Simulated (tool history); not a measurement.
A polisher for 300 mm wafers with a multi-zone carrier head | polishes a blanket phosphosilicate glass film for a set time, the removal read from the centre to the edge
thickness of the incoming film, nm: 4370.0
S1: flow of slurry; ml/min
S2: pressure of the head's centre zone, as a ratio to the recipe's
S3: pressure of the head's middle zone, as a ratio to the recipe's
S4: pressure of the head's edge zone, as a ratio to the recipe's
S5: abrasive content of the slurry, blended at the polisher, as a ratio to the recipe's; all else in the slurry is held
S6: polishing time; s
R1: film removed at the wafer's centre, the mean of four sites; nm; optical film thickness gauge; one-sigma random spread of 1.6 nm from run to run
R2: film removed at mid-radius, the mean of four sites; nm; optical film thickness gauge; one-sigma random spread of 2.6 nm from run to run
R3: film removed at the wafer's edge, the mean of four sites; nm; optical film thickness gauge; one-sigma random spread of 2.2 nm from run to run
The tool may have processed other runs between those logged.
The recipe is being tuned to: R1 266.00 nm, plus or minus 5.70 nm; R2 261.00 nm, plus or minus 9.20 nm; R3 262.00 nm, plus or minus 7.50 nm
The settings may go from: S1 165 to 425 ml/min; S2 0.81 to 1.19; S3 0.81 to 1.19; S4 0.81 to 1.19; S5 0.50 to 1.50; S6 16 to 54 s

run	hour	S1	S2	S3	S4	S5	S6	R1	R2	R3
1	0.0	275	1.00	1.00	1.00	1.00	35	349.55	351.53	353.08
2	7.1	275	0.92	1.00	1.00	1.00	35	322.29	345.56	350.18
3	7.7	315	0.92	1.00	1.00	1.00	35	327.38	348.81	359.14
4	8.5	285	0.92	0.97	0.94	0.90	35	309.23	316.46	325.20
5	14.1	285	0.92	0.97	0.99	0.90	35	307.44	320.25	329.97
6	14.7	285	0.92	0.97	0.99	0.90	31	270.69	286.87	301.75
7	23.4	260	0.93	0.96	0.94	0.90	31	267.56	280.75	287.05
8	31.1	245	0.94	0.94	0.91	0.90	31	272.58	272.29	279.55
9	35.7	210	0.93	0.93	0.83	0.85	31	254.57	257.88	258.81

Which single option among these 4 for the next run brings every result within its allowed miss of target? Just one does.
A	40.3	325	0.95	0.90	0.85	0.75	32	?	?	?
B	40.3	225	0.98	0.90	0.87	0.95	28	?	?	?
C	40.3	225	0.91	0.94	0.85	1.00	28	?	?	?
D	40.3	165	0.92	1.00	0.83	0.65	36	?	?	?

move	R1	R2	R3
A	267.74	261.01	263.44
B	260.26	246.97	254.29
C	247.42	260.22	257.73
D	244.08	265.88	253.31
A: every result within its allowed miss
B: gains on the last run, yet a result remains outside its allowed miss
C: lands further from the targets than the last run did
D: lands further from the targets than the last run did
A is the move that brings every result within its allowed miss.
